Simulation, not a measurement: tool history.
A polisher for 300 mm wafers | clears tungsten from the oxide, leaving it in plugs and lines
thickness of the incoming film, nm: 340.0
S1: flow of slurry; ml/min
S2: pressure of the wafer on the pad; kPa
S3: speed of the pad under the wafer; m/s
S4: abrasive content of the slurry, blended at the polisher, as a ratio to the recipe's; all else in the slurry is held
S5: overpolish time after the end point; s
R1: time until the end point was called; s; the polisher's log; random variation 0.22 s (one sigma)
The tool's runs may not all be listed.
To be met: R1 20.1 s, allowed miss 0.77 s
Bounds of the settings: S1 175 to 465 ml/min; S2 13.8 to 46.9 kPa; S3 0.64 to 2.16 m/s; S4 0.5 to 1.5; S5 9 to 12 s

{"run": 1, "hour": 0.0, "S1": 295, "S2": 30.3, "S3": 1.4, "S4": 1, "S5": 12, "R1": 35.889}
{"run": 2, "hour": 2.6, "S1": 295, "S2": 26.2, "S3": 1.4, "S4": 1, "S5": 12, "R1": 41.149}
{"run": 3, "hour": 5.1, "S1": 295, "S2": 26.2, "S3": 1.4, "S4": 1, "S5": 12, "R1": 40.841}
{"run": 4, "hour": 11.7, "S1": 295, "S2": 29.6, "S3": 1.42, "S4": 1, "S5": 12, "R1": 35.288}
{"run": 5, "hour": 13.7, "S1": 250, "S2": 29.6, "S3": 1.42, "S4": 1, "S5": 12, "R1": 36.031}
{"run": 6, "hour": 20.1, "S1": 250, "S2": 29.6, "S3": 1.42, "S4": 1.2, "S5": 12, "R1": 34.33}
{"run": 7, "hour": 23.6, "S1": 250, "S2": 32.4, "S3": 1.42, "S4": 1.2, "S5": 12, "R1": 31.373}
{"run": 8, "hour": 24.1, "S1": 250, "S2": 40.7, "S3": 1.46, "S4": 1.2, "S5": 12, "R1": 24.452}
{"run": 9, "hour": 30.8, "S1": 250, "S2": 42.1, "S3": 1.46, "S4": 1.2, "S5": 12, "R1": 24.48}

4 next moves are on the table. One of them brings every result within its allowed miss. Which?
{"run": "A", "hour": 37.5, "S1": 355, "S2": 39.3, "S3": 1.94, "S4": 0.7, "S5": 12, "R1": "?"}
{"run": "B", "hour": 37.5, "S1": 180, "S2": 46.9, "S3": 1.52, "S4": 1.4, "S5": 12, "R1": "?"}
{"run": "C", "hour": 37.5, "S1": 230, "S2": 42.1, "S3": 1.54, "S4": 1.4, "S5": 9, "R1": "?"}
{"run": "D", "hour": 37.5, "S1": 315, "S2": 43.4, "S3": 1.5, "S4": 1.2, "S5": 12, "R1": "?"}

move=A R1=22.454
move=B R1=20.8
move=C R1=22.343
move=D R1=22.621
A: nearer than the last run, and not there yet
B: meets every target
C: nearer than the last run, and not there yet
D: nearer than the last run, and not there yet
Answer: B
